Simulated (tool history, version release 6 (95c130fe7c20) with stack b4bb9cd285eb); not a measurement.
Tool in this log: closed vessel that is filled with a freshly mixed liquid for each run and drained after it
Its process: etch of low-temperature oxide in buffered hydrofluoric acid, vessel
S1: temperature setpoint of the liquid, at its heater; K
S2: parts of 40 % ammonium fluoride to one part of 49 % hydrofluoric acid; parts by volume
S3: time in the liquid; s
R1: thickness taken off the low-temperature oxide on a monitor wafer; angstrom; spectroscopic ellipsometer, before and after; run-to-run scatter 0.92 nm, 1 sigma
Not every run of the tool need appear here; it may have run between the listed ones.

run 1 day=0 | S1=297.15 S2=16.5 S3=85 | R1=1652.5
run 2 day=0.367 | S1=296.65 S2=16.5 S3=85 | R1=1566.4
run 3 day=0.562 | S1=296.15 S2=16.5 S3=85 | R1=1546.8
run 4 day=0.75 | S1=298.15 S2=16.5 S3=85 | R1=1733.5
run 5 day=0.821 | S1=298.15 S2=16.5 S3=90 | R1=1827.7
run 6 day=0.942 | S1=298.15 S2=20.5 S3=90 | R1=1481.7
run 7 day=1.167 | S1=297.65 S2=20.5 S3=90 | R1=1420

What will run 8 give?
run 8 day=1.217 | S1=297.15 S2=20.5 S3=90 | R1=?

R1: 1400.5 angstrom
